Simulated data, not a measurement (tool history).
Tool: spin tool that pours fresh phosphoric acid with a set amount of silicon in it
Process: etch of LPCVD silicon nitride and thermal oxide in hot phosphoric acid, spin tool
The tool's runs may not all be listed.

run  hour  temperature setpoint of the liquid (°C)  silicon dissolved in the acid as it is poured (mg a litre)  time under the liquid (s)  thickness taken off the LPCVD silicon nitride on a monitor wafer (Å)  thickness taken off the thermal oxide on a monitor wafer (Å)
  1     0                                      164                                                          28                        165                                                                144.47                                                        3.4697
  2   5.7                                      164                                                        22.5                        165                                                                145.46                                                        3.8841
  3  12.3                                    162.5                                                        29.5                        125                                                                104.43                                                        2.0072
  4  19.6                                    162.5                                                        22.5                        125                                                                104.46                                                        2.9414
  5  28.5                                    161.5                                                        27.5                         95                                                                77.032                                                        1.6072
  6  29.9                                    159.5                                                        27.5                         95                                                                72.019                                                        1.4013
  7  30.5                                      159                                                        41.5                         15                                                                11.145                                                      0.086931
  8  34.8                                    160.5                                                          37                         15                                                                 11.71                                                       0.16089
  9  37.6                                      163                                                        49.5                         95                                                                80.832                                                       0.57509
 10  43.2                                      163                                                        49.5                         95                                                                80.849                                                       0.69759
 11  50.2                                      162                                                        43.5                         85                                                                69.785                                                       0.61819
 12  51.4                                    159.5                                                        25.5                         15                                                                11.276                                                       0.21355
 13  55.7                                      162                                                        28.5                         15                                                                12.362                                                       0.24119
 14  64.5                                    162.5                                                          30                         25                                                                20.829                                                       0.44555
 15    67                                    163.5                                                        32.5                         25                                                                21.645                                                       0.37881
 16    76                                      166                                                          27                         60                                                                56.526                                                        1.4732
 17  79.6                                      165                                                          28                         60                                                                54.223                                                        1.2631
 18  81.1                                      164                                                        28.5                         60                                                                52.666                                                        1.1655
 19  86.5                                      163                                                          29                         60                                                                51.112                                                        1.0532
 20  92.3                                      162                                                          29                         60                                                                49.028                                                         1.062
 21  98.9                                    159.5                                                        40.5                         15                                                                11.352                                                        0.1193

Run 22 is up next; what results do you expect?
 22   106                                    161.5                                                          40                         15                                                                     ?                                                             ?

Run 22 yielded thickness taken off the LPCVD silicon nitride on a monitor wafer (Å) 12.167, thickness taken off the thermal oxide on a monitor wafer (Å) 0.14867.

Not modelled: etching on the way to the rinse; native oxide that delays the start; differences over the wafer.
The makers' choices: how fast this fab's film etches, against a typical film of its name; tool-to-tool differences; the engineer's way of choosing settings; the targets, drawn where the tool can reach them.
